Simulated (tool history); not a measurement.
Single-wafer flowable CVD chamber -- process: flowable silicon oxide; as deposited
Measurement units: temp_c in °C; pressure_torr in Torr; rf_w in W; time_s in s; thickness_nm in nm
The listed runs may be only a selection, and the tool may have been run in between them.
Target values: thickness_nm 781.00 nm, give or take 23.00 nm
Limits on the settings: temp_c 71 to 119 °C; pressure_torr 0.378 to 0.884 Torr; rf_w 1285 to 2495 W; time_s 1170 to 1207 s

run 1 hour=0.0 | temp_c=95 pressure_torr=0.631 rf_w=1890 time_s=1170 | thickness_nm=619.56
run 2 hour=3.7 | temp_c=95 pressure_torr=0.631 rf_w=1890 time_s=1207 | thickness_nm=637.78
run 3 hour=10.8 | temp_c=99 pressure_torr=0.631 rf_w=1890 time_s=1207 | thickness_nm=559.31
run 4 hour=14.9 | temp_c=107 pressure_torr=0.631 rf_w=1890 time_s=1207 | thickness_nm=413.31
run 5 hour=18.7 | temp_c=98 pressure_torr=0.631 rf_w=1890 time_s=1207 | thickness_nm=569.24
run 6 hour=22.6 | temp_c=96 pressure_torr=0.631 rf_w=1890 time_s=1207 | thickness_nm=610.43
run 7 hour=25.7 | temp_c=94 pressure_torr=0.631 rf_w=1890 time_s=1207 | thickness_nm=659.30
run 8 hour=29.2 | temp_c=93 pressure_torr=0.631 rf_w=1890 time_s=1207 | thickness_nm=683.07
run 9 hour=31.0 | temp_c=92 pressure_torr=0.631 rf_w=1890 time_s=1207 | thickness_nm=708.43

Which of these 4 next moves meets every target?
run A hour=32.8 | temp_c=91 pressure_torr=0.739 rf_w=1790 time_s=1189 | thickness_nm=?
run B hour=32.8 | temp_c=85 pressure_torr=0.592 rf_w=2030 time_s=1199 | thickness_nm=?
run C hour=32.8 | temp_c=91 pressure_torr=0.658 rf_w=1940 time_s=1207 | thickness_nm=?
run D hour=32.8 | temp_c=91 pressure_torr=0.710 rf_w=2060 time_s=1207 | thickness_nm=?

move=A thickness_nm=837.60
move=B thickness_nm=851.73
move=C thickness_nm=775.07
move=D thickness_nm=847.58
A: pushes the last run's worst result past its target
B: pushes the last run's worst result past its target
C: every result lands within tolerance
D: pushes the last run's worst result past its target
C is the move that brings every result within its allowed miss.
